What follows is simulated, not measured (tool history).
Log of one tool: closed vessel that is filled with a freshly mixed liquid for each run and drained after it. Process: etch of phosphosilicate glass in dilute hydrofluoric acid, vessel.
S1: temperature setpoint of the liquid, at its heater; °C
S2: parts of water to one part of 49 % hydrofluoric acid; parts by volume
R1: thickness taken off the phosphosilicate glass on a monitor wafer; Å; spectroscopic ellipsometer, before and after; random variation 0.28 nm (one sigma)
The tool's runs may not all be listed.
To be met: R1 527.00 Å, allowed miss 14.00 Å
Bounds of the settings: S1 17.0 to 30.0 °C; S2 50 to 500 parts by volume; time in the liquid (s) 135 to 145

run 1 hour=0.0 | S1=22.0 S2=275 time_in_the_liquid_(s)=135 | R1=777.91
run 2 hour=4.0 | S1=22.0 S2=180 time_in_the_liquid_(s)=135 | R1=1312.50
run 3 hour=12.5 | S1=21.5 S2=195 time_in_the_liquid_(s)=135 | R1=1181.00
run 4 hour=13.2 | S1=21.5 S2=195 time_in_the_liquid_(s)=145 | R1=1261.40
run 5 hour=18.2 | S1=18.5 S2=195 time_in_the_liquid_(s)=145 | R1=1116.60
run 6 hour=25.1 | S1=18.5 S2=210 time_in_the_liquid_(s)=145 | R1=1020.80
run 7 hour=26.1 | S1=18.5 S2=220 time_in_the_liquid_(s)=145 | R1=970.28
run 8 hour=29.3 | S1=18.5 S2=230 time_in_the_liquid_(s)=145 | R1=914.24

Which of these 5 next moves meets every target?
run A hour=32.5 | S1=20.0 S2=140 time_in_the_liquid_(s)=140 | R1=?
run B hour=32.5 | S1=18.5 S2=355 time_in_the_liquid_(s)=135 | R1=?
run C hour=32.5 | S1=20.0 S2=115 time_in_the_liquid_(s)=145 | R1=?
run D hour=32.5 | S1=21.0 S2=360 time_in_the_liquid_(s)=135 | R1=?
run E hour=32.5 | S1=20.0 S2=210 time_in_the_liquid_(s)=145 | R1=?

move=A R1=1695.00
move=B R1=498.90
move=C R1=2195.30
move=D R1=535.42
move=E R1=1090.40
A: further off than the last run
B: takes the result that was furthest off past its target
C: further off than the last run
D: meets every target
E: further off than the last run
Move D is the one to make.

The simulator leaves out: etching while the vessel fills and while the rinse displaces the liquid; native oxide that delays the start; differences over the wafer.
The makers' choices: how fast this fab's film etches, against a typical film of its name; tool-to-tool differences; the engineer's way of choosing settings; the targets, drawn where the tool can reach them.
